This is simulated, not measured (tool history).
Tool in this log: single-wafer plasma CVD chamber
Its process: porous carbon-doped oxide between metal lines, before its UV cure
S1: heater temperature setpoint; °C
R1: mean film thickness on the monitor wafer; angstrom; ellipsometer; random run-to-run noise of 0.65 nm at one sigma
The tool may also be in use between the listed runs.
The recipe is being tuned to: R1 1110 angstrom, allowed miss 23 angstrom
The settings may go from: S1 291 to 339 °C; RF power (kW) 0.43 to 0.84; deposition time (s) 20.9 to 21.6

{"run": 1, "hour": 0.0, "S1": 315, "RF power (kW)": 0.635, "deposition time (s)": 20.9, "R1": 1284.3}
{"run": 2, "hour": 8.3, "S1": 310, "RF power (kW)": 0.635, "deposition time (s)": 20.9, "R1": 1314.1}
{"run": 3, "hour": 11.4, "S1": 314, "RF power (kW)": 0.625, "deposition time (s)": 20.9, "R1": 1279.2}
{"run": 4, "hour": 15.0, "S1": 314, "RF power (kW)": 0.68, "deposition time (s)": 20.9, "R1": 1345.1}
{"run": 5, "hour": 22.4, "S1": 322, "RF power (kW)": 0.68, "deposition time (s)": 20.9, "R1": 1286.8}
{"run": 6, "hour": 26.0, "S1": 324, "RF power (kW)": 0.665, "deposition time (s)": 20.9, "R1": 1252.3}
{"run": 7, "hour": 34.6, "S1": 326, "RF power (kW)": 0.655, "deposition time (s)": 20.9, "R1": 1223.6}
{"run": 8, "hour": 41.1, "S1": 328, "RF power (kW)": 0.65, "deposition time (s)": 20.9, "R1": 1202.3}
{"run": 9, "hour": 42.1, "S1": 330, "RF power (kW)": 0.645, "deposition time (s)": 20.9, "R1": 1201.8}
{"run": 10, "hour": 49.2, "S1": 331, "RF power (kW)": 0.635, "deposition time (s)": 20.9, "R1": 1183.9}
{"run": 11, "hour": 52.0, "S1": 332, "RF power (kW)": 0.63, "deposition time (s)": 20.9, "R1": 1162.9}
{"run": 12, "hour": 53.0, "S1": 333, "RF power (kW)": 0.625, "deposition time (s)": 20.9, "R1": 1151.9}

Next run, 4 choices. One meets every target within its allowed miss, the rest don't. Which?
{"run": "A", "hour": 54.0, "S1": 336, "RF power (kW)": 0.615, "deposition time (s)": 20.9, "R1": "?"}
{"run": "B", "hour": 54.0, "S1": 334, "RF power (kW)": 0.565, "deposition time (s)": 20.9, "R1": "?"}
{"run": "C", "hour": 54.0, "S1": 331, "RF power (kW)": 0.6, "deposition time (s)": 21.6, "R1": "?"}
{"run": "D", "hour": 54.0, "S1": 336, "RF power (kW)": 0.63, "deposition time (s)": 21.6, "R1": "?"}

move=A R1=1117.8
move=B R1=1069.4
move=C R1=1165.1
move=D R1=1171.9
A: each result inside its tolerance
B: pushes the last run's worst result past its target
C: lands further from the targets than the last run did
D: lands further from the targets than the last run did
The move that meets every target is A.

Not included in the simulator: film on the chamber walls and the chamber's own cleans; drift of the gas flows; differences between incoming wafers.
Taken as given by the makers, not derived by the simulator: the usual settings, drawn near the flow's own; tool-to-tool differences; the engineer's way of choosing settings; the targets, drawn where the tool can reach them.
